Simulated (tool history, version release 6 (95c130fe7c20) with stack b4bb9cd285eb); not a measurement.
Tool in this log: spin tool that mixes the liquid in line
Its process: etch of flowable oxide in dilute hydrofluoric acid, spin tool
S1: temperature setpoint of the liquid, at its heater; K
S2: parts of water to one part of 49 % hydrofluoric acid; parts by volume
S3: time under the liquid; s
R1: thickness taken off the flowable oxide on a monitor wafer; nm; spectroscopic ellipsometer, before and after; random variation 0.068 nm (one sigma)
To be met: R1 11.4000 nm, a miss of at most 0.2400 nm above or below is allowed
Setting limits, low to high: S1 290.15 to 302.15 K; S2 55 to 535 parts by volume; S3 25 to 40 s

| run | day | S1 | S2 | S3 | R1 |
|---|---|---|---|---|---|
| 1 | 0.000 | 294.15 | 295 | 40 | 3.8196 |
| 2 | 0.071 | 294.15 | 210 | 40 | 5.7540 |
| 3 | 0.183 | 294.15 | 175 | 40 | 7.1231 |
| 4 | 0.429 | 295.15 | 170 | 40 | 7.6975 |
| 5 | 0.542 | 295.15 | 170 | 40 | 7.6483 |
| 6 | 0.833 | 296.15 | 170 | 40 | 7.9653 |
| 7 | 0.950 | 297.15 | 165 | 40 | 8.7011 |
| 8 | 1.250 | 297.65 | 165 | 40 | 8.7703 |
| 9 | 1.329 | 298.15 | 165 | 40 | 8.9180 |
| 10 | 1.538 | 298.65 | 165 | 40 | 9.0598 |
| 11 | 1.733 | 299.15 | 160 | 40 | 9.7068 |
| 12 | 1.929 | 299.65 | 160 | 40 | 9.7909 |
| 13 | 1.988 | 299.65 | 160 | 40 | 9.8215 |
| 14 | 2.108 | 300.15 | 160 | 40 | 9.8612 |
| 15 | 2.454 | 300.65 | 160 | 40 | 10.1930 |
| 16 | 2.779 | 301.65 | 155 | 40 | 11.0200 |

4 candidate next runs follow, results not yet known. Just one meets every target within its allowed miss. Identify it.
| A | 3.104 | 299.65 | 135 | 40 | ? |
| B | 3.104 | 301.65 | 150 | 40 | ? |
| C | 3.104 | 302.15 | 145 | 40 | ? |
| D | 3.104 | 302.15 | 165 | 40 | ? |

| move | R1 |
|---|---|
| A | 12.0040 |
| B | 11.4200 |
| C | 12.1080 |
| D | 10.3730 |
A: carries the result that was furthest off beyond its target, to the other side
B: all results in spec
C: carries the result that was furthest off beyond its target, to the other side
D: its largest miss is bigger than the last run's
Move B is the one to make.
